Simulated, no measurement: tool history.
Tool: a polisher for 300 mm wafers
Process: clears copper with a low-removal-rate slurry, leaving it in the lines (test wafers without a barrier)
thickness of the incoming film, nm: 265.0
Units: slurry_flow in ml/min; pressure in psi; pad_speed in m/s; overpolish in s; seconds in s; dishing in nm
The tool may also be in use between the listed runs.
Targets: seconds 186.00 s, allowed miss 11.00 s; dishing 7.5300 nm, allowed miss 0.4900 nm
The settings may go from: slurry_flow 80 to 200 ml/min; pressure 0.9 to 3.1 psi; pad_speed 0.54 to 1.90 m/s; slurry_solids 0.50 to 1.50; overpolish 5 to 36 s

{"run": 1, "hour": 0.0, "slurry_flow": 130, "pressure": 2.0, "pad_speed": 1.22, "slurry_solids": 1.0, "overpolish": 18, "seconds": 117.12, "dishing": 20.329}
{"run": 2, "hour": 6.6, "slurry_flow": 130, "pressure": 2.0, "pad_speed": 1.22, "slurry_solids": 0.8, "overpolish": 18, "seconds": 122.96, "dishing": 20.221}
{"run": 3, "hour": 14.8, "slurry_flow": 150, "pressure": 2.0, "pad_speed": 1.22, "slurry_solids": 0.8, "overpolish": 18, "seconds": 121.4, "dishing": 20.062}
{"run": 4, "hour": 22.5, "slurry_flow": 150, "pressure": 2.0, "pad_speed": 1.22, "slurry_solids": 0.65, "overpolish": 18, "seconds": 124.75, "dishing": 19.815}
{"run": 5, "hour": 28.3, "slurry_flow": 155, "pressure": 1.9, "pad_speed": 1.2, "slurry_solids": 0.75, "overpolish": 17, "seconds": 130.73, "dishing": 18.279}
{"run": 6, "hour": 29.4, "slurry_flow": 160, "pressure": 1.8, "pad_speed": 1.2, "slurry_solids": 0.85, "overpolish": 16, "seconds": 135.77, "dishing": 17.427}
{"run": 7, "hour": 37.0, "slurry_flow": 165, "pressure": 1.7, "pad_speed": 1.18, "slurry_solids": 0.9, "overpolish": 15, "seconds": 140.64, "dishing": 15.866}
{"run": 8, "hour": 39.0, "slurry_flow": 170, "pressure": 1.6, "pad_speed": 1.16, "slurry_solids": 0.95, "overpolish": 14, "seconds": 145.11, "dishing": 14.716}
{"run": 9, "hour": 45.2, "slurry_flow": 175, "pressure": 1.5, "pad_speed": 1.14, "slurry_solids": 1.0, "overpolish": 13, "seconds": 159.91, "dishing": 12.284}
{"hour": 51.0, "done": "slurry blender recalibrated"}
{"run": 10, "hour": 51.0, "slurry_flow": 175, "pressure": 1.5, "pad_speed": 1.14, "slurry_solids": 1.0, "overpolish": 12, "seconds": 147.37, "dishing": 12.965}
{"run": 11, "hour": 57.3, "slurry_flow": 175, "pressure": 1.4, "pad_speed": 1.12, "slurry_solids": 1.05, "overpolish": 11, "seconds": 158.1, "dishing": 11.278}
{"run": 12, "hour": 60.8, "slurry_flow": 175, "pressure": 1.4, "pad_speed": 1.12, "slurry_solids": 1.05, "overpolish": 10, "seconds": 157.1, "dishing": 10.058}
{"run": 13, "hour": 65.4, "slurry_flow": 170, "pressure": 1.0, "pad_speed": 1.1, "slurry_solids": 1.05, "overpolish": 6, "seconds": 223.93, "dishing": 4.7821}
{"run": 14, "hour": 73.3, "slurry_flow": 185, "pressure": 1.1, "pad_speed": 1.06, "slurry_solids": 1.05, "overpolish": 7, "seconds": 207.77, "dishing": 6.0473}
{"run": 15, "hour": 76.7, "slurry_flow": 190, "pressure": 1.2, "pad_speed": 1.06, "slurry_solids": 1.05, "overpolish": 7, "seconds": 194.46, "dishing": 6.6587}
{"run": 16, "hour": 83.7, "slurry_flow": 190, "pressure": 1.2, "pad_speed": 1.04, "slurry_solids": 1.05, "overpolish": 7, "seconds": 186.76, "dishing": 6.2507}

Which of these 5 next moves meets every target?
{"run": "A", "hour": 90.7, "slurry_flow": 195, "pressure": 1.2, "pad_speed": 1.0, "slurry_solids": 1.1, "overpolish": 6, "seconds": "?", "dishing": "?"}
{"run": "B", "hour": 90.7, "slurry_flow": 175, "pressure": 1.4, "pad_speed": 0.94, "slurry_solids": 1.0, "overpolish": 8, "seconds": "?", "dishing": "?"}
{"run": "C", "hour": 90.7, "slurry_flow": 155, "pressure": 1.4, "pad_speed": 1.22, "slurry_solids": 0.95, "overpolish": 8, "seconds": "?", "dishing": "?"}
{"run": "D", "hour": 90.7, "slurry_flow": 160, "pressure": 1.5, "pad_speed": 1.0, "slurry_solids": 1.2, "overpolish": 8, "seconds": "?", "dishing": "?"}
{"run": "E", "hour": 90.7, "slurry_flow": 195, "pressure": 1.4, "pad_speed": 0.9, "slurry_solids": 1.05, "overpolish": 7, "seconds": "?", "dishing": "?"}

move=A seconds=197.69 dishing=5.5183
move=B seconds=184.49 dishing=7.6263
move=C seconds=154.42 dishing=8.9066
move=D seconds=160.31 dishing=8.6357
move=E seconds=186.49 dishing=6.7063
A: further off than the last run
B: meets every target
C: takes the result that was furthest off past its target
D: takes the result that was furthest off past its target
E: nearer than the last run, and not there yet
Answer: B
